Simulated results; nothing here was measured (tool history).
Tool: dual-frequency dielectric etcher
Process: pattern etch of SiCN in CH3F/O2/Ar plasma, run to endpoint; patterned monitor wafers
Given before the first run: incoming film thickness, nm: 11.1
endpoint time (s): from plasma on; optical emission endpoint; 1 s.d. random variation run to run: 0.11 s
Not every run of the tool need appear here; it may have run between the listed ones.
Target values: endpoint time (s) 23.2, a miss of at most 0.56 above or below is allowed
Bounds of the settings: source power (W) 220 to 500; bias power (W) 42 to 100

run	hour	source power (W)	bias power (W)	endpoint time (s)
1	0	360	71	27.631
2	8.4	370	72	27.174
3	11.1	410	72	25.734
4	20.1	420	72	25.588
5	21.6	480	72	24.123
6	27	490	74	23.916
7	35.1	490	75	24.025
8	38.4	490	76	23.667

4 candidate next runs follow, results not yet known. Just one meets every target within its allowed miss. Identify it.
A	41.7	440	76	?
B	41.7	470	72	?
C	41.7	500	78	?
D	41.7	430	81	?

move	endpoint time (s)
A	24.847
B	24.539
C	23.399
D	24.637
A: further off than the last run
B: further off than the last run
C: all results land within tolerance of their targets
D: further off than the last run
Go with C: it meets all targets.
